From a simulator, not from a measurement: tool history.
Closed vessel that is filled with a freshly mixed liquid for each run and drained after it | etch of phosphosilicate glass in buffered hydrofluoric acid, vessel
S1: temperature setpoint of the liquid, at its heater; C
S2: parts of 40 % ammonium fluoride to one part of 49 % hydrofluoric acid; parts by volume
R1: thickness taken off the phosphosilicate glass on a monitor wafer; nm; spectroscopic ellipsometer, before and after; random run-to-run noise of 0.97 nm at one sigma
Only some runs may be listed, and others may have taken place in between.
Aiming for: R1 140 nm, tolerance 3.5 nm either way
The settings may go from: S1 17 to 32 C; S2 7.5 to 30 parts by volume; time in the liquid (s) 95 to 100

Run 1, hour 0: S1 25 C, S2 20.5 parts by volume, time in the liquid (s) 95. Result: R1 242.65 nm.
Run 2, hour 1.2: S1 23 C, S2 21.5 parts by volume, time in the liquid (s) 95. Result: R1 209.93 nm.
Run 3, hour 6.2: S1 21.5 C, S2 22 parts by volume, time in the liquid (s) 95. Result: R1 192.45 nm.
Run 4, hour 12.4: S1 20.5 C, S2 22.5 parts by volume, time in the liquid (s) 95. Result: R1 180.28 nm.
Run 5, hour 18.7: S1 19.5 C, S2 23 parts by volume, time in the liquid (s) 95. Result: R1 166.71 nm.
Run 6, hour 27.3: S1 19 C, S2 23.5 parts by volume, time in the liquid (s) 95. Result: R1 161.23 nm.
Run 7, hour 33.1: S1 18.5 C, S2 24 parts by volume, time in the liquid (s) 95. Result: R1 151.43 nm.
Run 8, hour 34.4: S1 18 C, S2 24 parts by volume, time in the liquid (s) 95. Result: R1 148.39 nm.
Run 9, hour 40.9: S1 17.5 C, S2 24 parts by volume, time in the liquid (s) 95. Result: R1 144.69 nm.

Which of these 4 next moves meets every target?
Run A, hour 47.4: S1 17 C, S2 24 parts by volume, time in the liquid (s) 95. Result: R1 ?.
Run B, hour 47.4: S1 17 C, S2 20.5 parts by volume, time in the liquid (s) 95. Result: R1 ?.
Run C, hour 47.4: S1 17 C, S2 24.5 parts by volume, time in the liquid (s) 100. Result: R1 ?.
Run D, hour 47.4: S1 17.5 C, S2 24.5 parts by volume, time in the liquid (s) 100. Result: R1 ?.

move      R1
   A  141.57
   B  157.88
   C  146.91
   D  151.18
A: meets every target
B: moves away from the targets compared with the last run
C: moves away from the targets compared with the last run
D: moves away from the targets compared with the last run
Answer: A
